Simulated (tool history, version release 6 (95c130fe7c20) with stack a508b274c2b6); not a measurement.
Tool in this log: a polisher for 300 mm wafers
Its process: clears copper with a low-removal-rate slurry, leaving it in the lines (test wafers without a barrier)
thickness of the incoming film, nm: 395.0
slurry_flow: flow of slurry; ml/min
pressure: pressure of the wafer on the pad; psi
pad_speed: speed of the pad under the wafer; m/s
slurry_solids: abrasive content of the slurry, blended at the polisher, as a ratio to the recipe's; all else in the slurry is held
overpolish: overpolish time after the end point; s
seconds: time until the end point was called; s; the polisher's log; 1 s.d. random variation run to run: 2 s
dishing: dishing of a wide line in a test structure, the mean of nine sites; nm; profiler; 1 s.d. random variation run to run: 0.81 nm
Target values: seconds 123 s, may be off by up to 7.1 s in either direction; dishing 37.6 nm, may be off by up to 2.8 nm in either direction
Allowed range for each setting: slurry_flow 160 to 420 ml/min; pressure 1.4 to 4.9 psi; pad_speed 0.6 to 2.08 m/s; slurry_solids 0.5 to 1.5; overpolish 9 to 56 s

| run | hour | slurry_flow | pressure | pad_speed | slurry_solids | overpolish | seconds | dishing |
|---|---|---|---|---|---|---|---|---|
| 1 | 0 | 270 | 3.1 | 1.34 | 1 | 29 | 100.83 | 63.862 |
| 2 | 1.4 | 270 | 3.1 | 1.34 | 1.15 | 29 | 101.14 | 66.057 |
| 3 | 4.7 | 270 | 2.4 | 1.34 | 1.15 | 29 | 130.24 | 53.126 |
| 4 | 6 | 205 | 2.4 | 1.34 | 1.15 | 29 | 132.5 | 51.279 |
| 5 | 15 | 205 | 2.4 | 1.34 | 1.15 | 25 | 130.2 | 46.536 |
| 6 | 20.3 | 205 | 2.4 | 1.34 | 1.15 | 23 | 130.96 | 44.14 |
| 7 | 23.6 | 205 | 2.6 | 1.36 | 1.15 | 13 | 123.19 | 30.572 |
| 8 | 24.1 | 205 | 2.6 | 1.36 | 1.15 | 14 | 124 | 31.989 |
| 9 | 32.6 | 205 | 2.6 | 1.36 | 1.15 | 15 | 120.78 | 33.394 |

Of the 5 settings listed for the next run, only one would bring every result within its allowed miss of target. Which one?
| A | 41.1 | 260 | 2.9 | 1.14 | 0.9 | 14 | ? | ? |
| B | 41.1 | 345 | 2.6 | 1.44 | 1 | 13 | ? | ? |
| C | 41.1 | 215 | 2.2 | 1.74 | 1.15 | 18 | ? | ? |
| D | 41.1 | 215 | 2.4 | 1.44 | 1.1 | 15 | ? | ? |
| E | 41.1 | 185 | 2.7 | 1.54 | 1.05 | 13 | ? | ? |

| move | seconds | dishing |
|---|---|---|
| A | 122.79 | 31.635 |
| B | 115.27 | 31.163 |
| C | 120.9 | 38.877 |
| D | 126.34 | 32.419 |
| E | 109.89 | 32.534 |
A: misses by more than the last run did
B: misses by more than the last run did
C: each result inside its tolerance
D: misses by more than the last run did
E: misses by more than the last run did
The move that meets every target is C.

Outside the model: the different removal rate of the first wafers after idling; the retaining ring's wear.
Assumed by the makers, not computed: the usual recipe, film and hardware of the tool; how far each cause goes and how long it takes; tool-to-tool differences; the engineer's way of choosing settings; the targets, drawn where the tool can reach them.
